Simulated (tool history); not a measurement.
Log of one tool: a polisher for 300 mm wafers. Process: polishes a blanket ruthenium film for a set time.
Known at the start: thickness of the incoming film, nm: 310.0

run,hour,flow of slurry (ml/min),pressure of the wafer on the pad (kPa),speed of the pad under the wafer (m/s),polishing time (s),film removed (Å)
1,0,290,15.9,1.28,84,1429.6
2,6.2,290,15.9,1.4,84,1560
3,8.7,335,15.9,1.4,84,1539.9
4,14.1,335,15.2,1.4,84,1560.2
5,22.4,405,15.2,1.4,84,1551.8
6,25.6,405,14.5,1.38,84,1511
7,29.7,405,13.8,1.34,84,1410.2
8,33.8,405,13.1,1.32,84,1295.8
9,38.4,405,12.4,1.32,84,1270.4
10,46.2,405,11.7,1.32,84,1227.5

For run 11, what comes out?
11,55.1,405,11,1.3,84,?

For run 11 the tool returned film removed (Å) 1145.
